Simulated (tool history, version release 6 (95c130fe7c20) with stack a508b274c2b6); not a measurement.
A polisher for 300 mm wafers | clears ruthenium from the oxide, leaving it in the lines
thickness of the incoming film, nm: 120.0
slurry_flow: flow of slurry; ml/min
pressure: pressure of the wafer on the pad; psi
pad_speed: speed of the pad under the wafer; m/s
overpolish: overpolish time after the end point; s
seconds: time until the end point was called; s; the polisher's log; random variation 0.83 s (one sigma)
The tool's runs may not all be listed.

| run | hour | slurry_flow | pressure | pad_speed | overpolish | seconds |
|---|---|---|---|---|---|---|
| 1 | 0 | 260 | 2.2 | 1.28 | 47 | 67.034 |
| 2 | 5.2 | 260 | 1.9 | 1.28 | 47 | 75.229 |
| 3 | 8.6 | 260 | 1.6 | 1.28 | 47 | 81.1 |
| 4 | 11.4 | 260 | 1.6 | 1 | 47 | 106.24 |
| 5 | 16.6 | 260 | 1.9 | 1.02 | 47 | 93.046 |
| 6 | 20.9 | 260 | 2.1 | 1.04 | 47 | 83.579 |
| 7 | 28.4 | 260 | 2.7 | 1.12 | 47 | 66.77 |

Forecast run 8:
| 8 | 29.4 | 260 | 2.8 | 1.12 | 47 | ? |

seconds: 66.647 s
